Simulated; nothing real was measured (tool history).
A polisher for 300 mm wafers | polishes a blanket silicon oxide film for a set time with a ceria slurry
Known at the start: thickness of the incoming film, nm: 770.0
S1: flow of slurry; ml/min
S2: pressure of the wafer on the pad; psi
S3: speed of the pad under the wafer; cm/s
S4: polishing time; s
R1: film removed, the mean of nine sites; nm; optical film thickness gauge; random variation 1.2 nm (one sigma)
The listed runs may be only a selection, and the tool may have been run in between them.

{"run": 1, "day": 0.0, "S1": 170, "S2": 2.6, "S3": 116, "S4": 28, "R1": 137.96}
{"run": 2, "day": 0.083, "S1": 170, "S2": 2.4, "S3": 116, "S4": 28, "R1": 129.96}
{"run": 3, "day": 0.233, "S1": 170, "S2": 2.2, "S3": 116, "S4": 28, "R1": 116.46}
{"run": 4, "day": 0.558, "S1": 170, "S2": 2.1, "S3": 116, "S4": 28, "R1": 113.46}
{"run": 5, "day": 0.646, "S1": 170, "S2": 2.0, "S3": 116, "S4": 28, "R1": 106.28}
{"run": 6, "day": 0.867, "S1": 135, "S2": 2.0, "S3": 116, "S4": 28, "R1": 104.11}
{"run": 7, "day": 1.158, "S1": 135, "S2": 1.7, "S3": 116, "S4": 28, "R1": 87.433}
{"run": 8, "day": 1.275, "S1": 140, "S2": 1.7, "S3": 116, "S4": 28, "R1": 87.986}

Run 9 has not been measured yet. What should we expect?
{"run": 9, "day": 1.342, "S1": 145, "S2": 1.7, "S3": 116, "S4": 28, "R1": "?"}

Run 9 measured R1 89.279 nm.
